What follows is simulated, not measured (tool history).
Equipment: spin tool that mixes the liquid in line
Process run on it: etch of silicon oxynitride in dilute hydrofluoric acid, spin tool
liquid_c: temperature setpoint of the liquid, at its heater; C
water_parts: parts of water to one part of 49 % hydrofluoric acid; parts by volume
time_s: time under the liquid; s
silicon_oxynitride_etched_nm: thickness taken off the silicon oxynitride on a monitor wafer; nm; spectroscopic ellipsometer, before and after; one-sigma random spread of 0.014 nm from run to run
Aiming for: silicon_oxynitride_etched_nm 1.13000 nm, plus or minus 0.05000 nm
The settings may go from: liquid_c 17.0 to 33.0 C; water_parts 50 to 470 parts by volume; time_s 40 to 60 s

run,hour,liquid_c,water_parts,time_s,silicon_oxynitride_etched_nm
1,0.0,25.0,260,60,0.73708
2,4.4,26.0,255,60,0.78010
3,12.4,26.0,315,60,0.59771
4,19.1,29.0,315,60,0.67906
# hour 22.3: hydrofluoric acid flow meter replaced
5,22.3,25.5,315,60,0.54987
6,28.9,26.5,305,60,0.59694
7,37.5,27.5,295,60,0.64071
8,43.9,28.0,280,60,0.72502
9,50.2,28.5,270,60,0.75629
10,52.8,29.0,260,60,0.80272
11,57.6,29.5,250,60,0.86654
12,65.8,33.0,215,60,1.21360

Pick the move, out of 5, that brings all results within their allowed miss; only one does.
A,74.0,33.0,190,60,?
B,74.0,29.5,185,60,?
C,74.0,31.5,215,60,?
D,74.0,33.0,195,60,?
E,74.0,33.0,205,60,?

move,silicon_oxynitride_etched_nm
A,1.37450
B,1.22580
C,1.11550
D,1.33270
E,1.25530
A: moves away from the targets compared with the last run
B: moves away from the targets compared with the last run
C: each result inside its tolerance
D: moves away from the targets compared with the last run
E: moves away from the targets compared with the last run
Go with C: it meets all targets.
